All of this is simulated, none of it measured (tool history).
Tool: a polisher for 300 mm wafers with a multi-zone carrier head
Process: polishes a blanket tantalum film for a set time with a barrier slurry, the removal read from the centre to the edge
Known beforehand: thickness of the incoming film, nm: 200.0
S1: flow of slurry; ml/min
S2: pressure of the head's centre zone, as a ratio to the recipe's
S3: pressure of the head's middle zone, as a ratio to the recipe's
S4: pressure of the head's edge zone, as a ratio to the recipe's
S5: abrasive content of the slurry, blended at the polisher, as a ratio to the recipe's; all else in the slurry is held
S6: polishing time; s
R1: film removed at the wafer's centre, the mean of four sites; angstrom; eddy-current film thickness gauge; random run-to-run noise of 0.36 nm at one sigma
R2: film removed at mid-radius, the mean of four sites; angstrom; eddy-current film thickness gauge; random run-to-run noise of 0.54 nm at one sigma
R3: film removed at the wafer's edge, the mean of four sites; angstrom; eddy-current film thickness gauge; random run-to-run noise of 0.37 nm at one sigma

{"run": 1, "day": 0.0, "S1": 245, "S2": 1.0, "S3": 1.0, "S4": 1.0, "S5": 1.0, "S6": 38, "R1": 677.51, "R2": 679.07, "R3": 701.22}
{"run": 2, "day": 0.138, "S1": 245, "S2": 0.97, "S3": 1.05, "S4": 0.95, "S5": 0.85, "S6": 33, "R1": 546.37, "R2": 583.44, "R3": 540.39}
{"run": 3, "day": 0.333, "S1": 245, "S2": 0.97, "S3": 1.08, "S4": 0.95, "S5": 0.85, "S6": 33, "R1": 536.45, "R2": 595.46, "R3": 542.49}
{"run": 4, "day": 0.492, "S1": 245, "S2": 0.97, "S3": 1.08, "S4": 0.91, "S5": 0.85, "S6": 33, "R1": 538.73, "R2": 595.1, "R3": 534.43}
{"run": 5, "day": 0.767, "S1": 245, "S2": 0.97, "S3": 1.08, "S4": 0.85, "S5": 0.85, "S6": 33, "R1": 535.53, "R2": 596.81, "R3": 508.9}
{"run": 6, "day": 0.996, "S1": 270, "S2": 0.97, "S3": 1.08, "S4": 0.85, "S5": 0.85, "S6": 33, "R1": 544.14, "R2": 598.21, "R3": 519.44}

Estimate the outcome of run 7 from the log above:
{"run": 7, "day": 1.292, "S1": 255, "S2": 0.92, "S3": 1.08, "S4": 0.84, "S5": 0.75, "S6": 31, "R1": "?", "R2": "?", "R3": "?"}

R1: 458.78 angstrom
R2: 527.17 angstrom
R3: 452.79 angstrom
